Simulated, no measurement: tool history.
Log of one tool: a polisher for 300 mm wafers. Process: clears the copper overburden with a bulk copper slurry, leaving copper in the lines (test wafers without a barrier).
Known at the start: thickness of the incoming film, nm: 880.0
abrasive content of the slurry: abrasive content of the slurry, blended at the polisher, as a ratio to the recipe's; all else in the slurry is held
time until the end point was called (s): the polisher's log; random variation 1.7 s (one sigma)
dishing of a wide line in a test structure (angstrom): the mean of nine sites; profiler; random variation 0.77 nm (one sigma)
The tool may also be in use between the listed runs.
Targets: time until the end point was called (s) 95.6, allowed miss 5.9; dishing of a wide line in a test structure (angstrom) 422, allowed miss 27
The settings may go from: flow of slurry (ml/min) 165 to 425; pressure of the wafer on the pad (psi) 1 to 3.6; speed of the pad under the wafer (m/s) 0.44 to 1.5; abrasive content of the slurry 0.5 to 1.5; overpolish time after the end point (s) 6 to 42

run	day	flow of slurry (ml/min)	pressure of the wafer on the pad (psi)	speed of the pad under the wafer (m/s)	abrasive content of the slurry	overpolish time after the end point (s)	time until the end point was called (s)	dishing of a wide line in a test structure (angstrom)
1	0	275	2.3	0.96	1	21	171.15	380.04
2	0.104	275	2.3	0.96	1.2	21	162.2	399.57
3	0.367	275	2.3	0.96	1	21	166.29	395.8
4	0.467	310	2.3	0.96	1	21	166.3	397.33
5	0.758	310	2.3	0.96	1	14	161.51	355.54
6	0.946	275	2.3	0.96	1	14	168.44	326.47
7	1.275	275	2.3	0.96	1	14	159.91	333.72
8	1.388	285	2.6	0.98	1	14	142.45	359.84
9	1.654	290	2.8	1	1	14	126.02	377.33
10	1.912	295	2.9	1	1	14	123.94	380.51
11	2.238	300	3.1	1	1	14	119.36	398.32
12	2.262	300	3.6	1.12	1	10	92.714	385.99

4 next moves are on the table. One of them brings every result within its allowed miss. Which?
A	2.288	370	3.6	1.22	0.95	11	?	?
B	2.288	320	3.6	1.04	1	15	?	?
C	2.288	345	3.3	1.32	1	6	?	?
D	2.288	305	3.5	1.06	1	10	?	?

move	time until the end point was called (s)	dishing of a wide line in a test structure (angstrom)
A	83.411	402.77
B	97.536	417.12
C	83.593	317.36
D	98.885	369.84
A: brings the result that was furthest off to its target, and leaves another outside
B: meets every target
C: further off than the last run
D: further off than the last run
Answer: B
